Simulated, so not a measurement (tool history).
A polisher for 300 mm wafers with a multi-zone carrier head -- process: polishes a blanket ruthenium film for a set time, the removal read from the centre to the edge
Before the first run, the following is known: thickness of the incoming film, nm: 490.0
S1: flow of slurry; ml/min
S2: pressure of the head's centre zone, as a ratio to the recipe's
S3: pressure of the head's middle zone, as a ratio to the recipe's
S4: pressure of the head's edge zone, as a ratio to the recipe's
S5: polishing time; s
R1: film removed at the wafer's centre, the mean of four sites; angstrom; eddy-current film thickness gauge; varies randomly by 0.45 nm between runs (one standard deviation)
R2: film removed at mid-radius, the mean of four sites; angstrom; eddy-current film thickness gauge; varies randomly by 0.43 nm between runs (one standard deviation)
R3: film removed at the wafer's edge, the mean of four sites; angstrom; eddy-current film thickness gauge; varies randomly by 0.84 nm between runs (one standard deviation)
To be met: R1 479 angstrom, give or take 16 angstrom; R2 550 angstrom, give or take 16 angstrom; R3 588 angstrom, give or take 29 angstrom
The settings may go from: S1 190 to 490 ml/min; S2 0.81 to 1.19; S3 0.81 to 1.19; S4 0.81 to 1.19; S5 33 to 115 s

{"run": 1, "day": 0.0, "S1": 315, "S2": 1, "S3": 1, "S4": 1, "S5": 73, "R1": 732.51, "R2": 755.3, "R3": 746.05}
{"run": 2, "day": 0.033, "S1": 315, "S2": 1, "S3": 1, "S4": 1, "S5": 88, "R1": 888.5, "R2": 917.48, "R3": 930.06}
{"run": 3, "day": 0.375, "S1": 350, "S2": 1, "S3": 1, "S4": 1, "S5": 88, "R1": 890.05, "R2": 936.31, "R3": 945.86}
{"run": 4, "day": 0.592, "S1": 380, "S2": 1, "S3": 1, "S4": 1, "S5": 88, "R1": 918.29, "R2": 935.28, "R3": 936.44}
{"run": 5, "day": 0.904, "S1": 360, "S2": 0.96, "S3": 0.97, "S4": 0.99, "S5": 81, "R1": 800.18, "R2": 841.36, "R3": 865.71}
{"run": 6, "day": 0.929, "S1": 360, "S2": 0.96, "S3": 0.97, "S4": 0.99, "S5": 67, "R1": 665.42, "R2": 689.08, "R3": 707.24}
{"run": 7, "day": 1.3, "S1": 360, "S2": 0.96, "S3": 0.97, "S4": 0.99, "S5": 67, "R1": 663.51, "R2": 686.14, "R3": 717.89}
{"run": 8, "day": 1.562, "S1": 345, "S2": 0.93, "S3": 0.96, "S4": 0.98, "S5": 64, "R1": 604.02, "R2": 642.91, "R3": 669.43}
{"run": 9, "day": 1.662, "S1": 325, "S2": 0.91, "S3": 0.95, "S4": 0.96, "S5": 63, "R1": 578.32, "R2": 626.83, "R3": 641.61}
{"run": 10, "day": 1.7, "S1": 310, "S2": 0.89, "S3": 0.93, "S4": 0.96, "S5": 63, "R1": 555.46, "R2": 619.8, "R3": 640.94}
{"run": 11, "day": 1.962, "S1": 295, "S2": 0.88, "S3": 0.91, "S4": 0.95, "S5": 62, "R1": 540.16, "R2": 599.86, "R3": 619}
{"day": 2.267, "done": "slurry nozzle cleaned"}
{"run": 12, "day": 2.267, "S1": 285, "S2": 0.87, "S3": 0.89, "S4": 0.95, "S5": 62, "R1": 568, "R2": 605.73, "R3": 659.56}
{"run": 13, "day": 2.508, "S1": 285, "S2": 0.86, "S3": 0.89, "S4": 0.95, "S5": 61, "R1": 553.31, "R2": 595.61, "R3": 646.96}

Consider the 5 candidate settings below. Which is the only one whose results all fall within their allowed miss of target?
{"run": "A", "day": 2.75, "S1": 335, "S2": 0.98, "S3": 0.94, "S4": 1.01, "S5": 62, "R1": "?", "R2": "?", "R3": "?"}
{"run": "B", "day": 2.75, "S1": 280, "S2": 0.81, "S3": 0.86, "S4": 0.91, "S5": 57, "R1": "?", "R2": "?", "R3": "?"}
{"run": "C", "day": 2.75, "S1": 310, "S2": 0.97, "S3": 0.85, "S4": 0.93, "S5": 58, "R1": "?", "R2": "?", "R3": "?"}
{"run": "D", "day": 2.75, "S1": 265, "S2": 0.81, "S3": 0.96, "S4": 1, "S5": 59, "R1": "?", "R2": "?", "R3": "?"}
{"run": "E", "day": 2.75, "S1": 290, "S2": 1.04, "S3": 1.04, "S4": 0.82, "S5": 59, "R1": "?", "R2": "?", "R3": "?"}

move=A R1=651.47 R2=646.29 R3=676
move=B R1=485.1 R2=543.53 R3=584.83
move=C R1=598.31 R2=552.57 R3=605.61
move=D R1=499.38 R2=612.97 R3=629.39
move=E R1=649.31 R2=661.08 R3=577.74
A: its largest miss is bigger than the last run's
B: every result within its allowed miss
C: its largest miss is bigger than the last run's
D: closer than the last run, but not yet in spec
E: its largest miss is bigger than the last run's
B is the move that brings every result within its allowed miss.
